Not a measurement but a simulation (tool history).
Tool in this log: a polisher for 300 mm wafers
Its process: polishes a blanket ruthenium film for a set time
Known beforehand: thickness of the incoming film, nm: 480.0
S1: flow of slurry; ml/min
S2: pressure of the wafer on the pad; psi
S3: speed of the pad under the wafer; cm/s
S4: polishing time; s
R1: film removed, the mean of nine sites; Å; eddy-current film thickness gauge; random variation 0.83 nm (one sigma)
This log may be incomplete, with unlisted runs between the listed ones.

run  hour   S1   S2   S3  S4       R1
  1   0.0  175  2.1  102  68   785.95
  2   2.5  175  2.1  124  68   944.93
  3   6.2  175  2.1  124  68   932.24
  4  14.7  175  2.5  124  68  1116.60
  5  16.0  150  2.5  124  68  1096.80
  6  18.3  150  2.5  140  68  1210.30
  7  27.2  150  2.5  140  68  1222.10
  8  28.5  150  2.3  138  68  1068.60
  9  32.3  145  2.2  138  68  1058.60
 10  35.8  145  2.0  136  68   954.74
 11  42.3  145  1.9  134  68   886.57
 12  46.1  145  1.8  134  68   840.97
 13  47.7  145  1.7  134  68   792.48

Run 14, settings as shown, results not yet in. Your forecast:
 14  52.6  145  1.1  130  68   ?

{"run 14": {"R1": 517.38}}
